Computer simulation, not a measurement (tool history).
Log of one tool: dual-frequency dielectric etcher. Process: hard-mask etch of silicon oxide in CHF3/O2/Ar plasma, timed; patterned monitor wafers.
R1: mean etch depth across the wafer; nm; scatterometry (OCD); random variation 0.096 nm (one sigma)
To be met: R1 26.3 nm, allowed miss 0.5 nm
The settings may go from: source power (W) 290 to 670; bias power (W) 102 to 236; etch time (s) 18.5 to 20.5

run 1 hour=0 | source_power_(W)=480 bias_power_(W)=169 etch_time_(s)=20.5 | R1=32.595
run 2 hour=7.3 | source_power_(W)=480 bias_power_(W)=185 etch_time_(s)=20.5 | R1=33.578
run 3 hour=14 | source_power_(W)=430 bias_power_(W)=171 etch_time_(s)=20.5 | R1=31.553
run 4 hour=18.3 | source_power_(W)=370 bias_power_(W)=171 etch_time_(s)=20.5 | R1=30.099
run 5 hour=20 | source_power_(W)=440 bias_power_(W)=171 etch_time_(s)=20.5 | R1=31.773
run 6 hour=23.3 | source_power_(W)=440 bias_power_(W)=198 etch_time_(s)=20.5 | R1=34.164
run 7 hour=28.9 | source_power_(W)=410 bias_power_(W)=181 etch_time_(s)=20.5 | R1=31.718
run 8 hour=34.6 | source_power_(W)=410 bias_power_(W)=181 etch_time_(s)=20.5 | R1=31.712
run 9 hour=40.5 | source_power_(W)=380 bias_power_(W)=170 etch_time_(s)=20.5 | R1=30.323
run 10 hour=48.9 | source_power_(W)=360 bias_power_(W)=161 etch_time_(s)=20.5 | R1=28.97
run 11 hour=57.6 | source_power_(W)=340 bias_power_(W)=156 etch_time_(s)=20.5 | R1=28.164
run 12 hour=59.7 | source_power_(W)=330 bias_power_(W)=153 etch_time_(s)=20.5 | R1=27.514
run 13 hour=62.7 | source_power_(W)=320 bias_power_(W)=151 etch_time_(s)=20.5 | R1=27.282

Which of these 4 next moves meets every target?
run A hour=65.7 | source_power_(W)=320 bias_power_(W)=166 etch_time_(s)=20.5 | R1=?
run B hour=65.7 | source_power_(W)=340 bias_power_(W)=158 etch_time_(s)=19 | R1=?
run C hour=65.7 | source_power_(W)=360 bias_power_(W)=168 etch_time_(s)=20.5 | R1=?
run D hour=65.7 | source_power_(W)=290 bias_power_(W)=173 etch_time_(s)=18.5 | R1=?

move=A R1=28.315
move=B R1=26.165
move=C R1=29.548
move=D R1=25.249
A: further off than the last run
B: meets every target
C: further off than the last run
D: takes the result that was furthest off past its target
Answer: B
